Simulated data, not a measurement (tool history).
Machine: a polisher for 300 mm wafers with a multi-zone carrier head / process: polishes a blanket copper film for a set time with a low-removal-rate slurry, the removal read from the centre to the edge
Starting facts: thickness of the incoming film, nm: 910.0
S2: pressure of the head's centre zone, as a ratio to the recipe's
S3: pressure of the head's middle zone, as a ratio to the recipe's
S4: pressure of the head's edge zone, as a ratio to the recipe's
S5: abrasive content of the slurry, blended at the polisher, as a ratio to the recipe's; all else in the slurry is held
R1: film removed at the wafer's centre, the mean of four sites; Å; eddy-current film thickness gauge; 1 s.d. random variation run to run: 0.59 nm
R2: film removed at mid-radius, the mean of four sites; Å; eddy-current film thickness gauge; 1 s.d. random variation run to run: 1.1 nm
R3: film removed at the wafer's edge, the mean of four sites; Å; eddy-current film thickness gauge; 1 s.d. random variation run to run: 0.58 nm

Run 1, hour 0.0: flow of slurry (ml/min) 150, S2 1.00, S3 1.00, S4 1.00, S5 1.00, polishing time (s) 73. Result: R1 965.10 Å, R2 961.02 Å, R3 991.35 Å.
Run 2, hour 5.4: flow of slurry (ml/min) 140, S2 1.01, S3 0.98, S4 0.95, S5 0.95, polishing time (s) 73. Result: R1 969.31 Å, R2 935.73 Å, R3 941.30 Å.
Run 3, hour 11.9: flow of slurry (ml/min) 130, S2 1.00, S3 0.95, S4 0.93, S5 0.90, polishing time (s) 73. Result: R1 921.18 Å, R2 891.73 Å, R3 902.42 Å.
Run 4, hour 18.0: flow of slurry (ml/min) 130, S2 1.00, S3 0.95, S4 0.93, S5 0.90, polishing time (s) 55. Result: R1 690.29 Å, R2 677.55 Å, R3 677.87 Å.
Run 5, hour 25.1: flow of slurry (ml/min) 150, S2 1.03, S3 0.98, S4 0.97, S5 0.95, polishing time (s) 55. Result: R1 745.86 Å, R2 704.74 Å, R3 724.59 Å.
Run 6, hour 32.9: flow of slurry (ml/min) 150, S2 1.03, S3 0.98, S4 0.97, S5 0.95, polishing time (s) 70. Result: R1 945.29 Å, R2 881.77 Å, R3 925.05 Å.

Forecast run 7:
At hour 38.5: worn pad replaced by a new one.
Run 7, hour 38.5: flow of slurry (ml/min) 140, S2 1.03, S3 0.96, S4 0.95, S5 0.95, polishing time (s) 70. Result: R1 ?, R2 ?, R3 ?.

{"run 7": {"R1": 1063.4, "R2": 1000.5, "R3": 1021.0}}

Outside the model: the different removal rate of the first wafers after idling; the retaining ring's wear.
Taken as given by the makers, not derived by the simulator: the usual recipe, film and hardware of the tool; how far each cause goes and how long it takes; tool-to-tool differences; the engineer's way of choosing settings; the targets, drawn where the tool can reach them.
